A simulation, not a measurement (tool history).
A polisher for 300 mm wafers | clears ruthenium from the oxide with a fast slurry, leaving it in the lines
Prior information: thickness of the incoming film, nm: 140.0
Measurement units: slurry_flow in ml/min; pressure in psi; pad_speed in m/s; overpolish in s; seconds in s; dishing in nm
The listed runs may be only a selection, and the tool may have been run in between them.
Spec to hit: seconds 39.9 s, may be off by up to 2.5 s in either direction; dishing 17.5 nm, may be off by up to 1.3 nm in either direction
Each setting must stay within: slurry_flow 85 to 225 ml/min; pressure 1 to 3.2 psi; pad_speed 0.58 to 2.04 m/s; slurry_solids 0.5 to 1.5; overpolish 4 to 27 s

run  hour  slurry_flow  pressure  pad_speed  slurry_solids  overpolish  seconds  dishing
  1     0          145       2.1        1.3              1          14   31.725   47.661
  2   3.7          145       1.7        1.3              1          14   37.888    40.18
  3   8.3          125       1.7        1.3              1          14   38.288   39.486
  4  15.1          115       1.6       1.32              1          12   40.918   33.529
  5  18.9          115       1.6       1.48              1          12   36.898   37.708
  6  19.5          115       1.6       1.48            0.9          12   37.711   37.233
  7  25.3           95         1       1.42           1.15           6   50.175     14.1
  8  29.8          100       1.1       1.42           1.15           6   46.741   15.124
  9  34.7          125       1.4       1.44           1.15           6   35.958   18.458
 10  40.9          120       1.4       1.44           1.15           6   38.015   19.095

Which one of the following 5 next-run settings gets every result inside its allowed miss? There is exactly one.
  A  47.1          120       1.1       1.38            1.1           7        ?        ?
  B  47.1          115       1.5       1.26           1.25           6        ?        ?
  C  47.1           95       1.3       1.78           1.15           4        ?        ?
  D  47.1           90       1.5       1.18           1.15           6        ?        ?
  E  47.1          130       1.3       1.24              1           6        ?        ?

move  seconds  dishing
   A   45.439   17.341
   B   38.726   17.436
   C   33.311   13.641
   D   45.897   14.808
   E   46.414   14.649
A: meets the target for the result that was furthest off, but another lies outside its allowed miss
B: all results in spec
C: carries the result that was furthest off beyond its target, to the other side
D: carries the result that was furthest off beyond its target, to the other side
E: carries the result that was furthest off beyond its target, to the other side
The move that meets every target is B.
